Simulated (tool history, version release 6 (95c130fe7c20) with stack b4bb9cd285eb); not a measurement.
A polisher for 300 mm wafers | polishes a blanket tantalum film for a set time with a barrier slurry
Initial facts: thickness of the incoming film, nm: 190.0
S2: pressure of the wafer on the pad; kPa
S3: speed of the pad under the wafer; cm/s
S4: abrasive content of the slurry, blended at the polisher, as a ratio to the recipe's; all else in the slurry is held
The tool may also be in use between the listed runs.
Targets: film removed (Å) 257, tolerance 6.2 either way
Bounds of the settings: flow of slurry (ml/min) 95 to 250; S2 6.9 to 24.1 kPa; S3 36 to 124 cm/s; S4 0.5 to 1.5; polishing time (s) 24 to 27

run 1 hour=0 | flow_of_slurry_(ml/min)=160 S2=15.2 S3=80 S4=1 polishing_time_(s)=27 | film_removed_(Å)=346.88
run 2 hour=4.1 | flow_of_slurry_(ml/min)=160 S2=17.9 S3=80 S4=1 polishing_time_(s)=27 | film_removed_(Å)=401.74
run 3 hour=12.8 | flow_of_slurry_(ml/min)=160 S2=17.9 S3=88 S4=1 polishing_time_(s)=27 | film_removed_(Å)=445.86
run 4 hour=13.5 | flow_of_slurry_(ml/min)=160 S2=17.9 S3=88 S4=1 polishing_time_(s)=27 | film_removed_(Å)=448.07
-- hour=20 slurry blender recalibrated
run 5 hour=20 | flow_of_slurry_(ml/min)=155 S2=15.9 S3=88 S4=1 polishing_time_(s)=27 | film_removed_(Å)=412.31
run 6 hour=22.8 | flow_of_slurry_(ml/min)=155 S2=15.9 S3=98 S4=1 polishing_time_(s)=27 | film_removed_(Å)=461.69
run 7 hour=30.6 | flow_of_slurry_(ml/min)=155 S2=13.8 S3=96 S4=1 polishing_time_(s)=27 | film_removed_(Å)=390.69
run 8 hour=37.8 | flow_of_slurry_(ml/min)=155 S2=13.8 S3=96 S4=1 polishing_time_(s)=27 | film_removed_(Å)=389.06
run 9 hour=41.7 | flow_of_slurry_(ml/min)=155 S2=12.4 S3=96 S4=1 polishing_time_(s)=27 | film_removed_(Å)=357.25
run 10 hour=45 | flow_of_slurry_(ml/min)=155 S2=12.4 S3=96 S4=1 polishing_time_(s)=27 | film_removed_(Å)=354.29
run 11 hour=50.4 | flow_of_slurry_(ml/min)=155 S2=11.7 S3=96 S4=1 polishing_time_(s)=27 | film_removed_(Å)=335.97
run 12 hour=51.1 | flow_of_slurry_(ml/min)=125 S2=7.6 S3=96 S4=1 polishing_time_(s)=27 | film_removed_(Å)=211.53
run 13 hour=54.8 | flow_of_slurry_(ml/min)=135 S2=7.6 S3=96 S4=1 polishing_time_(s)=27 | film_removed_(Å)=214.92
run 14 hour=63.1 | flow_of_slurry_(ml/min)=145 S2=7.6 S3=96 S4=1 polishing_time_(s)=27 | film_removed_(Å)=221.93

Pick the move, out of 5, that brings all results within their allowed miss; only one does.
run A hour=71.4 | flow_of_slurry_(ml/min)=160 S2=10.3 S3=96 S4=0.85 polishing_time_(s)=24 | film_removed_(Å)=?
run B hour=71.4 | flow_of_slurry_(ml/min)=95 S2=10.3 S3=96 S4=0.95 polishing_time_(s)=25 | film_removed_(Å)=?
run C hour=71.4 | flow_of_slurry_(ml/min)=135 S2=8.3 S3=102 S4=0.9 polishing_time_(s)=27 | film_removed_(Å)=?
run D hour=71.4 | flow_of_slurry_(ml/min)=135 S2=7.6 S3=84 S4=1.1 polishing_time_(s)=26 | film_removed_(Å)=?
run E hour=71.4 | flow_of_slurry_(ml/min)=115 S2=9.7 S3=96 S4=1.1 polishing_time_(s)=24 | film_removed_(Å)=?

move=A film_removed_(Å)=255.41
move=B film_removed_(Å)=242.65
move=C film_removed_(Å)=242.22
move=D film_removed_(Å)=186.7
move=E film_removed_(Å)=237.9
A: in spec on every target
B: gains on the last run, yet a result remains outside its allowed miss
C: gains on the last run, yet a result remains outside its allowed miss
D: the biggest miss grows against the last run
E: gains on the last run, yet a result remains outside its allowed miss
Answer: A
